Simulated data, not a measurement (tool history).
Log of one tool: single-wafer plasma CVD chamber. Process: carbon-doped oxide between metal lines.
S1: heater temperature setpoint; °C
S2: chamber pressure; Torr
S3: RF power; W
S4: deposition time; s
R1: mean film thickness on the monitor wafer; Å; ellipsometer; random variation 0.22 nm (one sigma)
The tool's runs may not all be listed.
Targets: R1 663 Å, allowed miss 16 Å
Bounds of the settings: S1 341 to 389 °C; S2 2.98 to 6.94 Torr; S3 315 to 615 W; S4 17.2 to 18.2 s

| run | hour | S1 | S2 | S3 | S4 | R1 |
|---|---|---|---|---|---|---|
| 1 | 0 | 365 | 4.96 | 465 | 18.2 | 811.18 |
| 2 | 2.5 | 365 | 4.87 | 455 | 18.1 | 797 |
| 3 | 3.1 | 375 | 4.87 | 455 | 18.1 | 773.62 |
| 4 | 6.2 | 382 | 4.87 | 455 | 18.1 | 761.56 |
| 5 | 9.7 | 382 | 4.83 | 445 | 18.1 | 750.27 |
| 6 | 17.5 | 382 | 5.44 | 445 | 18.1 | 765.7 |
| 7 | 20.8 | 382 | 5.35 | 435 | 18.1 | 747.74 |
| 8 | 23.9 | 382 | 5.3 | 430 | 18.1 | 742.67 |
| 9 | 27.7 | 382 | 5.24 | 425 | 18.1 | 736.81 |
| 10 | 36.6 | 383 | 4.76 | 355 | 17.8 | 637.46 |

Which of these 5 next moves meets every target?
| A | 45.5 | 376 | 4.79 | 315 | 18 | ? |
| B | 45.5 | 386 | 5.46 | 390 | 17.2 | ? |
| C | 45.5 | 380 | 4.47 | 340 | 17.2 | ? |
| D | 45.5 | 389 | 5.19 | 335 | 18 | ? |
| E | 45.5 | 379 | 4.5 | 350 | 17.4 | ? |

| move | R1 |
|---|---|
| A | 611.05 |
| B | 663.09 |
| C | 602.44 |
| D | 622.52 |
| E | 622.42 |
A: further off than the last run
B: meets every target
C: further off than the last run
D: further off than the last run
E: further off than the last run
The right move is B.

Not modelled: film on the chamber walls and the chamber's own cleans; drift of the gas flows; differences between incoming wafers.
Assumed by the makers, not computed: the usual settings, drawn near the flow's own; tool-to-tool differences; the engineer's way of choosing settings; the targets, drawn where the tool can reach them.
